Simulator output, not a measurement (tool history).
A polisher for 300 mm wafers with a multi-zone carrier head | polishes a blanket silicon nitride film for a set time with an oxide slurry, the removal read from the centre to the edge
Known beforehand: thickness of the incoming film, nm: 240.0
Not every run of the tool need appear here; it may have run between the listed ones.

run  hour  flow of slurry (ml/min)  pressure of the head's centre zone  pressure of the head's middle zone  pressure of the head's edge zone  abrasive content of the slurry  polishing time (s)  film removed at the wafer's centre (angstrom)  film removed at mid-radius (angstrom)  film removed at the wafer's edge (angstrom)
  1     0                      265                                   1                                   1                                 1                               1                  69                                         522.92                                  516.3                                       515.39
  2   5.8                      265                                0.98                                0.99                              0.99                            0.95                  69                                         498.12                                 502.98                                       493.95
  3   6.3                      260                                0.96                                0.97                              0.98                            0.95                  69                                         495.97                                 509.29                                       486.54
  4  14.5                      260                                0.96                                0.97                              0.98                             0.8                  69                                         453.78                                 457.81                                       457.73
  5    22                      260                                0.95                                0.96                              0.98                             0.8                  69                                         455.24                                 458.62                                       463.67
  6  28.2                      255                                0.94                                0.96                              0.97                             0.8                  69                                         453.88                                 459.86                                       452.62
  7  31.9                      255                                0.93                                0.96                              0.97                             0.8                  69                                         443.22                                 455.14                                       462.26

What will run 8 give?
  8  38.4                      255                                0.93                                0.96                              0.97                             0.8                  69                                              ?                                      ?                                            ?

{"run 8": {"film removed at the wafer's centre (angstrom)": 447.2, "film removed at mid-radius (angstrom)": 458.92, "film removed at the wafer's edge (angstrom)": 457.59}}
